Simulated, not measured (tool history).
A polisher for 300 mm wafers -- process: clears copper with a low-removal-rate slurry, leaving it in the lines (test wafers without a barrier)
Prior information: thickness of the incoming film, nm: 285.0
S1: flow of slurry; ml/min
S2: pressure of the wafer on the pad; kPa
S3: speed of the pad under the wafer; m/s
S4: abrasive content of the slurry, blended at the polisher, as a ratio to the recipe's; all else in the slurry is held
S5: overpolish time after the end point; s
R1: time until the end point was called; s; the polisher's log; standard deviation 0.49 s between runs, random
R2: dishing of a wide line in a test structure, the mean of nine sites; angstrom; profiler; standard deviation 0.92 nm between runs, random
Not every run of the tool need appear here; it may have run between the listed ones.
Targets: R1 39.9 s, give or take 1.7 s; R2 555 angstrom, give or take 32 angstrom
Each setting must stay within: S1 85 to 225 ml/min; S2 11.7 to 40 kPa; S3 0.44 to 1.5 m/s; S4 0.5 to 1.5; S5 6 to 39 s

run	hour	S1	S2	S3	S4	S5	R1	R2
1	0	145	25.5	0.96	1	20	77.987	370.07
2	8.7	145	25.5	1.04	1	20	71.683	394.64
3	9.5	150	29	1.04	1	20	64.521	403.85
4	17.7	150	31.7	1.08	1	21	56.118	454.15
5	20.6	150	31.7	1.08	0.85	21	58.654	443.42
6	21.5	150	33.8	1.1	0.85	21	53.535	462.33
7	22.7	150	35.2	1.12	0.85	21	50.127	480.1
8	29.1	150	36.5	1.14	0.85	21	46.816	480.35
9	34.1	150	37.2	1.14	0.85	22	46.621	489.01
10	36.8	155	37.9	1.16	0.85	23	46.095	518.58
11	41.8	155	38.6	1.18	0.85	23	43.353	511.16
12	47.4	155	38.6	1.2	0.85	24	41.966	525.46
13	48.2	155	39.3	1.2	0.85	25	41.669	546.36

Exactly one of the 4 candidate moves below puts every result within its allowed miss. Which one?
A	49	165	37.2	1.36	0.75	28	?	?
B	49	155	40	1.38	0.9	24	?	?
C	49	130	36.5	1.3	0.8	21	?	?
D	49	110	40	1.46	0.65	16	?	?

move	R1	R2
A	39.293	548.36
B	35.373	547.65
C	43.063	502.76
D	37.589	484.13
A: every result within its allowed miss
B: carries the result that was furthest off beyond its target, to the other side
C: further off than the last run
D: carries the result that was furthest off beyond its target, to the other side
A is the move that brings every result within its allowed miss.

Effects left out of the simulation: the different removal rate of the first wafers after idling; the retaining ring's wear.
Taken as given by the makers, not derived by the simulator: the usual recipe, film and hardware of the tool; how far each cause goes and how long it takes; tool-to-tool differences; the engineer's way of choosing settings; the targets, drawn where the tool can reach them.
